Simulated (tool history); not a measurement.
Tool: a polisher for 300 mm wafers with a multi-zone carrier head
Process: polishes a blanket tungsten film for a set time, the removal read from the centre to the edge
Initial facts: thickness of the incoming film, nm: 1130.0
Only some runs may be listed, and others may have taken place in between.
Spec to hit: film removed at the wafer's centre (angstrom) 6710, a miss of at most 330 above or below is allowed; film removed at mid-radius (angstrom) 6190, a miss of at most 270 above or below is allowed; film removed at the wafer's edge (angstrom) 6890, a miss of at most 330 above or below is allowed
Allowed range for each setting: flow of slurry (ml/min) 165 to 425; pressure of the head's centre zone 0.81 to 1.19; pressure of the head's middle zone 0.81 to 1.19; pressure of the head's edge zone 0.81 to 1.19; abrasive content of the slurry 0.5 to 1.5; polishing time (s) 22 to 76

run	hour	flow of slurry (ml/min)	pressure of the head's centre zone	pressure of the head's middle zone	pressure of the head's edge zone	abrasive content of the slurry	polishing time (s)	film removed at the wafer's centre (angstrom)	film removed at mid-radius (angstrom)	film removed at the wafer's edge (angstrom)
1	0	275	1	1	1	1	49	4507.6	4379.4	4619.3
2	1.4	275	1	1.03	1	1	49	4504.9	4624.7	4665.2
3	3.8	275	1.01	1.03	1.02	1.05	51	4733	4821.5	4805.1
4	7.3	275	1.01	1.03	1.02	1.05	45	4197.7	4232.8	4223.5
5	10.7	275	1.01	1.03	1.02	1.15	45	4323.3	4310.1	4396.7
6	18.9	275	1.01	1.02	1.02	1.2	48	4592.6	4619.7	4634
7	27.3	275	1.01	1	1.03	1.2	51	4821.1	4723.5	4973.1
8	34.6	275	1.02	0.99	1.03	1.25	53	5134.8	4958.4	5335.3
9	35.1	280	1.11	1.02	1.11	1.5	60	6356.1	6031.5	6579.8
10	37.9	285	1.13	1.02	1.12	1.5	61	6769.8	5980.4	6456.3
11	46.8	285	1.12	1.02	1.12	1.5	61	6588	6116	6547.6

5 candidate next runs follow, results not yet known. Just one meets every target within its allowed miss. Identify it.
A	55.7	265	1.11	1	1.17	1.25	65	?	?	?
B	55.7	300	1.06	1.04	1.19	1.5	59	?	?	?
C	55.7	285	1.12	0.95	1.07	1.5	60	?	?	?
D	55.7	220	0.94	0.92	1.19	1.5	66	?	?	?
E	55.7	310	1.19	1.06	1.06	1.4	61	?	?	?

move	film removed at the wafer's centre (angstrom)	film removed at mid-radius (angstrom)	film removed at the wafer's edge (angstrom)
A	6783.5	6093.7	6830.7
B	6210	5965.8	6525.4
C	6574.8	5636.1	6271.9
D	6118.4	5922.2	7167.2
E	6991	6189.5	6284.5
A: every result within its allowed miss
B: lands further from the targets than the last run did
C: lands further from the targets than the last run did
D: puts the biggest miss on target and leaves a different result outside tolerance
E: lands further from the targets than the last run did
Correct choice: A, which meets every target
